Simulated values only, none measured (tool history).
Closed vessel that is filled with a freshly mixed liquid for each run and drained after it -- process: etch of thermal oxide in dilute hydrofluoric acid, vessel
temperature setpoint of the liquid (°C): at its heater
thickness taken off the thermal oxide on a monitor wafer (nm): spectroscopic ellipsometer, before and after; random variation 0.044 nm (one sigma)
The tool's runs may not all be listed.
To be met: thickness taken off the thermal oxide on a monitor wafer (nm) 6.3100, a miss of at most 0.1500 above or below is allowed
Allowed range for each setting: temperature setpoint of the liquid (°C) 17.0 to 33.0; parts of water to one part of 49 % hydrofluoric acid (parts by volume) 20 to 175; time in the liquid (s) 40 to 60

run	hour	temperature setpoint of the liquid (°C)	parts of water to one part of 49 % hydrofluoric acid (parts by volume)	time in the liquid (s)	thickness taken off the thermal oxide on a monitor wafer (nm)
1	0.0	25.0	95	60	2.8771
2	3.9	26.5	85	60	3.5042
3	5.3	26.5	60	60	5.1121
4	6.6	28.5	60	60	5.5805
5	7.7	29.0	60	60	5.6014
6	14.3	29.5	60	60	5.7762
7	23.0	29.5	60	60	5.7025
8	26.4	30.0	60	60	5.8859
9	30.3	30.5	60	60	5.9808
10	31.8	31.0	60	60	6.1666

Below are 4 possible settings for the next run. Only one of them brings all results inside the allowed miss of their targets. Which is it?
A	33.3	30.5	60	60	?
B	33.3	28.0	55	60	?
C	33.3	31.0	40	40	?
D	33.3	25.5	50	60	?

move	thickness taken off the thermal oxide on a monitor wafer (nm)
A	5.9535
B	5.9325
C	6.2638
D	5.9440
A: moves away from the targets compared with the last run
B: moves away from the targets compared with the last run
C: all results in spec
D: moves away from the targets compared with the last run
Move C is the one to make.
